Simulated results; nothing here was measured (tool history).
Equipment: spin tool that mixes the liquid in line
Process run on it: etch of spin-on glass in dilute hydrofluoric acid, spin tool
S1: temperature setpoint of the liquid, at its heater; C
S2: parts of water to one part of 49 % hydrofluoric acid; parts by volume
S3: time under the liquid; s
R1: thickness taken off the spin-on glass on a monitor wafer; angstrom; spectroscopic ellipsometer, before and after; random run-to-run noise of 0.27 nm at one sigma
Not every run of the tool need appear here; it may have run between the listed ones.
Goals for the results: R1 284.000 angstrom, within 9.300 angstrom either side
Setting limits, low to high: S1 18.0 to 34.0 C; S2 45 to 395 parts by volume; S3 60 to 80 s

Run 1, day 0.000: S1 26.0 C, S2 220 parts by volume, S3 80 s. Result: R1 107.730 angstrom.
Run 2, day 0.042: S1 23.5 C, S2 220 parts by volume, S3 80 s. Result: R1 99.898 angstrom.
Run 3, day 0.075: S1 26.5 C, S2 175 parts by volume, S3 80 s. Result: R1 148.120 angstrom.
Run 4, day 0.421: S1 26.5 C, S2 175 parts by volume, S3 80 s. Result: R1 145.320 angstrom.
Run 5, day 0.679: S1 28.5 C, S2 150 parts by volume, S3 80 s. Result: R1 191.940 angstrom.
Run 6, day 0.912: S1 30.0 C, S2 140 parts by volume, S3 80 s. Result: R1 217.110 angstrom.
Run 7, day 1.096: S1 31.5 C, S2 135 parts by volume, S3 80 s. Result: R1 243.160 angstrom.
Run 8, day 1.254: S1 31.5 C, S2 135 parts by volume, S3 80 s. Result: R1 239.800 angstrom.
Run 9, day 1.329: S1 32.5 C, S2 130 parts by volume, S3 80 s. Result: R1 259.860 angstrom.
Run 10, day 1.533: S1 33.0 C, S2 130 parts by volume, S3 80 s. Result: R1 267.120 angstrom.
Run 11, day 1.904: S1 33.5 C, S2 130 parts by volume, S3 80 s. Result: R1 270.180 angstrom.

Next run, 5 choices. One meets every target within its allowed miss, the rest don't. Which?
Run A, day 2.275: S1 34.0 C, S2 140 parts by volume, S3 80 s. Result: R1 ?.
Run B, day 2.275: S1 33.0 C, S2 135 parts by volume, S3 80 s. Result: R1 ?.
Run C, day 2.275: S1 34.0 C, S2 135 parts by volume, S3 80 s. Result: R1 ?.
Run D, day 2.275: S1 33.0 C, S2 130 parts by volume, S3 80 s. Result: R1 ?.
Run E, day 2.275: S1 34.0 C, S2 125 parts by volume, S3 80 s. Result: R1 ?.

move       R1
   A  253.600
   B  255.770
   C  264.910
   D  267.520
   E  290.360
A: its largest miss is bigger than the last run's
B: its largest miss is bigger than the last run's
C: its largest miss is bigger than the last run's
D: its largest miss is bigger than the last run's
E: all results in spec
The right move is E.
